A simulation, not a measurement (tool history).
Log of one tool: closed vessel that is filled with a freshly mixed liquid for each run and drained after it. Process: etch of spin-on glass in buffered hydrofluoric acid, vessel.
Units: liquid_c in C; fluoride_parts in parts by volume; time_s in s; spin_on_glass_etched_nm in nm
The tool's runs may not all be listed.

Run 1, hour 0: liquid_c 24 C, fluoride_parts 7.5 parts by volume, time_s 90 s. Result: spin_on_glass_etched_nm 472.98 nm.
Run 2, hour 2.4: liquid_c 25 C, fluoride_parts 7.5 parts by volume, time_s 90 s. Result: spin_on_glass_etched_nm 497.9 nm.
Run 3, hour 10.7: liquid_c 22 C, fluoride_parts 7.5 parts by volume, time_s 90 s. Result: spin_on_glass_etched_nm 425.92 nm.
Run 4, hour 17.3: liquid_c 23.5 C, fluoride_parts 7.5 parts by volume, time_s 90 s. Result: spin_on_glass_etched_nm 461.01 nm.
Run 5, hour 24.6: liquid_c 21.5 C, fluoride_parts 7.5 parts by volume, time_s 90 s. Result: spin_on_glass_etched_nm 421.81 nm.
Run 6, hour 33.4: liquid_c 21.5 C, fluoride_parts 8.5 parts by volume, time_s 90 s. Result: spin_on_glass_etched_nm 361.62 nm.
Run 7, hour 34.3: liquid_c 25.5 C, fluoride_parts 8.5 parts by volume, time_s 90 s. Result: spin_on_glass_etched_nm 451.52 nm.
Run 8, hour 42.6: liquid_c 27 C, fluoride_parts 8.5 parts by volume, time_s 90 s. Result: spin_on_glass_etched_nm 492.16 nm.

Run 9 comes next. What will it give?
Run 9, hour 45: liquid_c 28 C, fluoride_parts 8.5 parts by volume, time_s 90 s. Result: spin_on_glass_etched_nm ?.

spin_on_glass_etched_nm: 515.26 nm
